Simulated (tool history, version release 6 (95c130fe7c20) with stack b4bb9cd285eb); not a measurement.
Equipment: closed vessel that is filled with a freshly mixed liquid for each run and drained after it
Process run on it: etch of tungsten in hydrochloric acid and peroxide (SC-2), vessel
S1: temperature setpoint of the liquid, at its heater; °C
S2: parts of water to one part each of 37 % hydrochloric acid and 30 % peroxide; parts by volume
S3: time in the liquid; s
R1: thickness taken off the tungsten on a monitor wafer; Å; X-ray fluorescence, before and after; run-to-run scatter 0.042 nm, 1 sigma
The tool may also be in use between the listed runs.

run 1 hour=0 | S1=62 S2=11 S3=30 | R1=130.26
run 2 hour=6.1 | S1=61 S2=11 S3=30 | R1=121.48
run 3 hour=13.9 | S1=60 S2=11 S3=30 | R1=113.25
run 4 hour=22.6 | S1=66 S2=11 S3=30 | R1=165.08
run 5 hour=27.8 | S1=64.5 S2=11 S3=30 | R1=151.35
run 6 hour=34.3 | S1=60.5 S2=11 S3=30 | R1=119.16
run 7 hour=36.8 | S1=59.5 S2=11 S3=30 | R1=110.83
run 8 hour=45.4 | S1=59 S2=11 S3=30 | R1=106.25
run 9 hour=51.9 | S1=58.5 S2=11 S3=30 | R1=103.59
run 10 hour=53.3 | S1=58 S2=11 S3=30 | R1=99.512
run 11 hour=60.2 | S1=57.5 S2=11 S3=30 | R1=97.241

Run 12 is up next; what results do you expect?
run 12 hour=63.7 | S1=57 S2=11 S3=30 | R1=?

Run 12 came out at R1 94.768 Å.
